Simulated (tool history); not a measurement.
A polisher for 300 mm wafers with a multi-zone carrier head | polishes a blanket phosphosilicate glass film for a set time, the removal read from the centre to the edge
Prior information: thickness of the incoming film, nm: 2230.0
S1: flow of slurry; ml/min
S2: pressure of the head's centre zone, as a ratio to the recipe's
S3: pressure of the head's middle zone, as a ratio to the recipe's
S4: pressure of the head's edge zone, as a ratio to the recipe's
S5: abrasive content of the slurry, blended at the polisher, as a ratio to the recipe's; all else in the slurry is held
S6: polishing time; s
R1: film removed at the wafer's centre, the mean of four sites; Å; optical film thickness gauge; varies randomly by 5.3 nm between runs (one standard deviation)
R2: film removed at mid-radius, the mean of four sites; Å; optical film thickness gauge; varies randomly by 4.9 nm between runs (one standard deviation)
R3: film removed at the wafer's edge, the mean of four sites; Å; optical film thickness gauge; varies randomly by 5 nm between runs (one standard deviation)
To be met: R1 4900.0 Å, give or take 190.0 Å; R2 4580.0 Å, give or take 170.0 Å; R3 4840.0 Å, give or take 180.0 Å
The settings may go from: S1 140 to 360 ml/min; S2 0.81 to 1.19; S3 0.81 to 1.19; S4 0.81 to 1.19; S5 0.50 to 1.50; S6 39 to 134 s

run,hour,S1,S2,S3,S4,S5,S6,R1,R2,R3
1,0.0,230,1.00,1.00,1.00,1.00,86,5501.5,5518.3,5524.2
2,2.8,225,0.99,0.98,0.98,0.95,86,5271.9,5298.5,5245.2
3,7.1,220,0.99,0.96,0.97,0.95,86,5262.3,5150.6,5202.7
4,10.1,215,0.98,0.94,0.96,0.95,86,5112.1,5031.5,5264.7
5,14.7,240,0.98,0.94,0.96,0.95,86,5319.5,4957.1,5288.3
6,23.5,235,0.98,0.93,0.94,0.95,86,5168.6,4980.6,5182.1
7,30.1,235,0.98,0.92,0.93,0.95,86,5240.5,5047.5,5212.9
8,34.5,230,0.98,0.91,0.92,0.95,86,5262.2,4931.6,5207.6
9,35.8,230,0.98,0.90,0.91,0.95,86,5226.4,4878.0,5053.1

Below are 4 possible settings for the next run. Only one of them brings all results inside the allowed miss of their targets. Which is it?
A,37.1,250,0.94,0.94,0.97,0.80,89,?,?,?
B,37.1,280,0.85,0.83,0.81,1.00,82,?,?,?
C,37.1,280,0.98,0.90,0.94,0.60,127,?,?,?
D,37.1,220,0.91,0.92,0.92,0.95,80,?,?,?

move,R1,R2,R3
A,4565.9,4625.6,4745.7
B,4601.2,4655.1,4876.4
C,4893.6,4578.7,4789.8
D,4496.1,4632.8,4742.4
A: gets the furthest-off result to its target, but another result is out of tolerance
B: gets the furthest-off result to its target, but another result is out of tolerance
C: all results in spec
D: gets the furthest-off result to its target, but another result is out of tolerance
Answer: C
